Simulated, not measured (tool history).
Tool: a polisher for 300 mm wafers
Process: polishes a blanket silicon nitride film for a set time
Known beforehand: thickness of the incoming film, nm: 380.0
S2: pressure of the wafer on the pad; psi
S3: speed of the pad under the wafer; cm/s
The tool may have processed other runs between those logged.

{"run": 1, "hour": 0.0, "flow of slurry (ml/min)": 315, "S2": 2.7, "S3": 106, "polishing time (s)": 68, "film removed (Å)": 937.59}
{"run": 2, "hour": 7.5, "flow of slurry (ml/min)": 315, "S2": 3.0, "S3": 106, "polishing time (s)": 68, "film removed (Å)": 1028.3}
{"run": 3, "hour": 9.4, "flow of slurry (ml/min)": 395, "S2": 3.0, "S3": 106, "polishing time (s)": 68, "film removed (Å)": 1031.0}
{"run": 4, "hour": 16.4, "flow of slurry (ml/min)": 365, "S2": 3.0, "S3": 106, "polishing time (s)": 68, "film removed (Å)": 1036.0}
{"run": 5, "hour": 20.0, "flow of slurry (ml/min)": 365, "S2": 2.8, "S3": 106, "polishing time (s)": 68, "film removed (Å)": 974.42}
{"run": 6, "hour": 27.1, "flow of slurry (ml/min)": 365, "S2": 2.8, "S3": 94, "polishing time (s)": 68, "film removed (Å)": 889.67}

Run 7 comes next. What will it give?
{"run": 7, "hour": 35.9, "flow of slurry (ml/min)": 365, "S2": 3.0, "S3": 94, "polishing time (s)": 68, "film removed (Å)": "?"}

Run 7 gave film removed (Å) 971.07.
